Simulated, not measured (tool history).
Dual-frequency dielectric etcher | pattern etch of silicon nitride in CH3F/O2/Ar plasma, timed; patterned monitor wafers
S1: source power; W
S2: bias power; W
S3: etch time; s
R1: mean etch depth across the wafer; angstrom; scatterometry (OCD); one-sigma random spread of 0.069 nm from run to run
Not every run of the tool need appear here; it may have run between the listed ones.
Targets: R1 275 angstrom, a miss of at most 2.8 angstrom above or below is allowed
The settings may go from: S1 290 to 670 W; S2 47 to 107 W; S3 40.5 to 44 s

run  hour   S1  S2  S3      R1
  1     0  480  77  44  302.15
  2   1.5  480  87  44   317.5
  3   7.3  460  87  44  311.28
  4  11.3  410  87  44  299.53
  5  12.1  460  87  44  311.53
  6  19.2  460  99  44  326.18
  7  25.8  440  98  44  320.95
  8    31  420  97  44   315.4
  9  35.1  400  96  44  310.27
 10  40.1  390  95  44  303.87
 11  42.7  380  94  44  299.91
 12  50.3  370  94  44  297.22
 13  54.4  290  90  44   271.1

Which one of the following 4 next-run settings gets every result inside its allowed miss? There is exactly one.
  A  58.5  330  82  43.5   ?
  B  58.5  300  91    44   ?
  C  58.5  290  93  42.5   ?
  D  58.5  290  99    42   ?

move      R1
   A  269.25
   B  274.69
   C  264.65
   D  267.99
A: its largest miss is bigger than the last run's
B: meets every target
C: its largest miss is bigger than the last run's
D: its largest miss is bigger than the last run's
Correct choice: B, which meets every target
